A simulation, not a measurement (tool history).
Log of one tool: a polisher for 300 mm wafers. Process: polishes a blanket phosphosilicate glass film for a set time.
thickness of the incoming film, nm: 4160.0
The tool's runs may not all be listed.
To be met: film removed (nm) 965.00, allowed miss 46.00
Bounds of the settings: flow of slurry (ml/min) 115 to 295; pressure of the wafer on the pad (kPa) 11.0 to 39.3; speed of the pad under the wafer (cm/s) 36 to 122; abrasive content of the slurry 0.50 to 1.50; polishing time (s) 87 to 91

run  hour  flow of slurry (ml/min)  pressure of the wafer on the pad (kPa)  speed of the pad under the wafer (cm/s)  abrasive content of the slurry  polishing time (s)  film removed (nm)
  1   0.0                      190                                    24.8                                       78                            1.00                  87             768.97
  2   4.8                      190                                    24.8                                       78                            1.15                  87             799.85
  3  12.9                      190                                    25.5                                       78                            1.15                  87             830.32
  4  18.1                      190                                    25.5                                       78                            1.15                  91             874.41
  5  26.1                      190                                    25.5                                       78                            1.15                  91             858.15
  6  26.8                      190                                    25.5                                       78                            1.15                  91             877.13
  7  30.7                      190                                    26.2                                       78                            1.15                  91             878.28
  8  39.6                      190                                    26.9                                       78                            1.15                  91             903.09

4 next moves are on the table. One of them brings every result within its allowed miss. Which?
  A  48.5                      205                                    23.4                                       78                            1.35                  91                  ?
  B  48.5                      155                                    29.6                                       54                            1.25                  89                  ?
  C  48.5                      195                                    24.8                                       74                            1.20                  91                  ?
  D  48.5                      115                                    34.5                                       74                            1.10                  87                  ?

move  film removed (nm)
   A             886.01
   B             835.30
   C             857.19
   D             959.99
A: further off than the last run
B: further off than the last run
C: further off than the last run
D: meets every target
The right move is D.
